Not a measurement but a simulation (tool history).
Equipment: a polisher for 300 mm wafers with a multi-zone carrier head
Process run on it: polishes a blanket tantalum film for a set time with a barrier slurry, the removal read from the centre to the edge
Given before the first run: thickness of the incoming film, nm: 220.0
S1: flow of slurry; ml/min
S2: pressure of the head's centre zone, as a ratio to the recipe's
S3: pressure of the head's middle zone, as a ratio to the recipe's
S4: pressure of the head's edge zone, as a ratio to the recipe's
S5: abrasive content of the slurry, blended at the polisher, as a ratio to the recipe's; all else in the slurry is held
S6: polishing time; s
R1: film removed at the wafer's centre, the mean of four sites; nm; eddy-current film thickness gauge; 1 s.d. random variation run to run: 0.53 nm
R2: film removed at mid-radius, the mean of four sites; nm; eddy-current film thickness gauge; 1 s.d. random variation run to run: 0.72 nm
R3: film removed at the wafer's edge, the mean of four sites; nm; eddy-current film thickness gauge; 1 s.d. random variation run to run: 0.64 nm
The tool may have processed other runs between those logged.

run,hour,S1,S2,S3,S4,S5,S6,R1,R2,R3
1,0,210,1,1,1,1,35,76.673,73.896,72.011
2,3,205,1.01,0.97,0.97,0.95,35,76.809,72.043,70.56
3,4.7,200,1.02,0.95,0.96,0.9,35,74.19,67.741,69.055
4,9.5,200,1.02,1.03,0.96,0.9,35,74.65,73.108,69.192
5,12.7,200,1.04,1.01,0.94,0.85,35,74.777,70.137,67.284
6,16.3,195,1.05,0.99,0.92,0.85,35,75.993,67.529,65.958
7,18.4,190,1.05,0.98,0.91,0.85,35,74.673,67.632,65.779

What will run 8 give?
8,19,185,1.06,0.96,0.9,0.85,35,?,?,?

R1: 75.041 nm
R2: 66.581 nm
R3: 65.314 nm
